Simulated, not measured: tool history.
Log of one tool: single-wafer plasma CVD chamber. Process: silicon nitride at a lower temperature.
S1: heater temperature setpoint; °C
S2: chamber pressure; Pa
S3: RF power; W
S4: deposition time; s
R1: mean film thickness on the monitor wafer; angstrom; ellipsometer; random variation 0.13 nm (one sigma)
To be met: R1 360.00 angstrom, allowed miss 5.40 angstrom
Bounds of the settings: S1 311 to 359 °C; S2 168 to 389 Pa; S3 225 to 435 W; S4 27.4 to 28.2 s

{"run": 1, "hour": 0.0, "S1": 335, "S2": 279, "S3": 330, "S4": 27.4, "R1": 399.7}
{"run": 2, "hour": 8.0, "S1": 335, "S2": 323, "S3": 330, "S4": 27.4, "R1": 419.24}
{"run": 3, "hour": 15.0, "S1": 335, "S2": 357, "S3": 330, "S4": 27.4, "R1": 430.22}
{"run": 4, "hour": 20.0, "S1": 335, "S2": 305, "S3": 320, "S4": 27.4, "R1": 406.73}
{"run": 5, "hour": 21.9, "S1": 335, "S2": 269, "S3": 315, "S4": 27.4, "R1": 387.85}
{"run": 6, "hour": 25.7, "S1": 335, "S2": 300, "S3": 315, "S4": 27.4, "R1": 400.66}
{"run": 7, "hour": 28.9, "S1": 335, "S2": 269, "S3": 310, "S4": 27.4, "R1": 383.03}
{"run": 8, "hour": 37.3, "S1": 335, "S2": 252, "S3": 310, "S4": 27.4, "R1": 375.5}
{"run": 9, "hour": 43.7, "S1": 335, "S2": 240, "S3": 310, "S4": 27.4, "R1": 369.22}

5 next moves are on the table. One of them brings every result within its allowed miss. Which?
{"run": "A", "hour": 50.1, "S1": 335, "S2": 243, "S3": 320, "S4": 28.2, "R1": "?"}
{"run": "B", "hour": 50.1, "S1": 348, "S2": 253, "S3": 295, "S4": 28.2, "R1": "?"}
{"run": "C", "hour": 50.1, "S1": 333, "S2": 249, "S3": 300, "S4": 27.8, "R1": "?"}
{"run": "D", "hour": 50.1, "S1": 336, "S2": 229, "S3": 330, "S4": 27.4, "R1": "?"}
{"run": "E", "hour": 50.1, "S1": 334, "S2": 224, "S3": 315, "S4": 27.4, "R1": "?"}

move=A R1=389.08
move=B R1=376.33
move=C R1=374.54
move=D R1=376.09
move=E R1=363.66
A: further off than the last run
B: further off than the last run
C: further off than the last run
D: further off than the last run
E: meets every target
Move E is the one to make.
